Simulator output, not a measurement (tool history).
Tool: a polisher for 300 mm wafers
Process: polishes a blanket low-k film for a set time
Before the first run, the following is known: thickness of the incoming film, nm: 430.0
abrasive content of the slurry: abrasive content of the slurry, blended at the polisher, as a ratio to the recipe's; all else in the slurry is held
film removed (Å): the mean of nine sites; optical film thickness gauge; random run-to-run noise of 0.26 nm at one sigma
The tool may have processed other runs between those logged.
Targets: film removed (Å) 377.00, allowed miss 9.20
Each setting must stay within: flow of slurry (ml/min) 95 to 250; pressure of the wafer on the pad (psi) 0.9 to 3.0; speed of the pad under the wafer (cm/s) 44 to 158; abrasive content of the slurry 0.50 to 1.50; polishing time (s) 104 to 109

run    day  flow of slurry (ml/min)  pressure of the wafer on the pad (psi)  speed of the pad under the wafer (cm/s)  abrasive content of the slurry  polishing time (s)  film removed (Å)
  1  0.000                      160                                     1.9                                      100                            1.00                 104            444.10
  2  0.338                      160                                     1.9                                      100                            1.10                 104            466.12
  3  0.712                      160                                     2.1                                      100                            1.10                 104            512.93
  4  0.896                      150                                     1.9                                      100                            1.10                 104            468.89
  5  0.967                      150                                     1.8                                      100                            1.10                 104            450.33
  6  1.292                      150                                     1.8                                      100                            1.10                 109            464.38
  7  1.617                      150                                     1.7                                      100                            1.10                 109            446.83
  8  1.667                      150                                     1.6                                      100                            1.10                 109            424.14
  9  1.792                      150                                     1.5                                      100                            1.10                 109            411.66
 10  1.979                      145                                     1.5                                      100                            1.10                 109            404.76

Consider the 5 candidate settings below. Which is the only one whose results all fall within their allowed miss of target?
  A  2.167                      245                                     1.1                                      114                            1.00                 104                 ?
  B  2.167                      140                                     1.3                                      114                            0.90                 108                 ?
  C  2.167                      170                                     1.5                                       94                            1.00                 104                 ?
  D  2.167                      135                                     1.5                                       94                            1.05                 104                 ?
  E  2.167                      205                                     1.5                                      108                            0.90                 104                 ?

move  film removed (Å)
   A            351.94
   B            347.87
   C            356.40
   D            352.19
   E            379.29
A: pushes the last run's worst result past its target
B: pushes the last run's worst result past its target
C: pushes the last run's worst result past its target
D: pushes the last run's worst result past its target
E: all results in spec
Correct choice: E, which meets every target

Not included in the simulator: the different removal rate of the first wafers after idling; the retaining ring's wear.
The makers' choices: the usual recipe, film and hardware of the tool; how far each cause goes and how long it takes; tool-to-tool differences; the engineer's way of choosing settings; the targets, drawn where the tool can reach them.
